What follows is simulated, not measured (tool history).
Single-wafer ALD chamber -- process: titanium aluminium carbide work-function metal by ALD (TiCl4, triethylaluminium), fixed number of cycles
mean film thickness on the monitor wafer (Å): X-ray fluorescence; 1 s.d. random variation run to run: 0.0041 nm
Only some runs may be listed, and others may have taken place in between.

run,day,heater temperature setpoint (°C),triethylaluminium pulse time (s),mean film thickness on the monitor wafer (Å)
1,0.000,315,7.42,18.380
2,0.350,311,7.42,18.025
3,0.525,307,6.96,17.459
4,0.550,304,6.63,17.109
5,0.900,302,6.32,16.653
6,0.933,300,6.21,16.536

Run 7 has not been measured yet. What should we expect?
7,1.121,298,6.07,?

mean film thickness on the monitor wafer (Å): 16.300
